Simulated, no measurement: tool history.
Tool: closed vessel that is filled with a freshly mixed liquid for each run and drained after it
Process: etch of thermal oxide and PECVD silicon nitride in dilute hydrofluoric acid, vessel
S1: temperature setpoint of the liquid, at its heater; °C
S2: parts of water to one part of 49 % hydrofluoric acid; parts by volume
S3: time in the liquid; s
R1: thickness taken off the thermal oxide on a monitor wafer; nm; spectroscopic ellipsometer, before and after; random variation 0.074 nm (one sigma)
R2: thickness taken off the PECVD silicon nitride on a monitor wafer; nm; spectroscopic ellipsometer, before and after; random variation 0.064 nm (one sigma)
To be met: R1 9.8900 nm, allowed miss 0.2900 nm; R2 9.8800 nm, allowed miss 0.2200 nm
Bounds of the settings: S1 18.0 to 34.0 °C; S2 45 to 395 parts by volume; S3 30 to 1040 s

Run 1, day 0.000: S1 26.0 °C, S2 220 parts by volume, S3 530 s. Result: R1 11.2240 nm, R2 14.9370 nm.
Run 2, day 0.058: S1 26.0 °C, S2 180 parts by volume, S3 530 s. Result: R1 14.5500 nm, R2 18.2250 nm.
Run 3, day 0.350: S1 23.5 °C, S2 180 parts by volume, S3 515 s. Result: R1 12.8690 nm, R2 14.8760 nm.
Run 4, day 0.504: S1 22.0 °C, S2 185 parts by volume, S3 515 s. Result: R1 11.7480 nm, R2 13.2850 nm.
Run 5, day 0.808: S1 22.0 °C, S2 225 parts by volume, S3 515 s. Result: R1 9.1033 nm, R2 11.0420 nm.
Run 6, day 0.992: S1 21.0 °C, S2 210 parts by volume, S3 500 s. Result: R1 9.2794 nm, R2 10.6370 nm.
Run 7, day 1.350: S1 20.0 °C, S2 200 parts by volume, S3 490 s. Result: R1 9.4851 nm, R2 10.2810 nm.
Run 8, day 1.546: S1 19.5 °C, S2 195 parts by volume, S3 485 s. Result: R1 9.4583 nm, R2 10.1170 nm.
Run 9, day 1.783: S1 18.0 °C, S2 165 parts by volume, S3 460 s. Result: R1 10.2500 nm, R2 10.1420 nm.

5 next moves are on the table. One of them brings every result within its allowed miss. Which?
Run A, day 2.021: S1 18.0 °C, S2 135 parts by volume, S3 375 s. Result: R1 ?, R2 ?.
Run B, day 2.021: S1 18.0 °C, S2 120 parts by volume, S3 330 s. Result: R1 ?, R2 ?.
Run C, day 2.021: S1 19.0 °C, S2 130 parts by volume, S3 340 s. Result: R1 ?, R2 ?.
Run D, day 2.021: S1 19.5 °C, S2 135 parts by volume, S3 330 s. Result: R1 ?, R2 ?.
Run E, day 2.021: S1 18.0 °C, S2 140 parts by volume, S3 400 s. Result: R1 ?, R2 ?.

move       R1       R2
   A  10.6120  10.0850
   B  10.6680   9.9472
   C  10.4610  10.1530
   D   9.9253   9.8259
   E  10.8600  10.3850
A: further off than the last run
B: further off than the last run
C: further off than the last run
D: meets every target
E: further off than the last run
The right move is D.
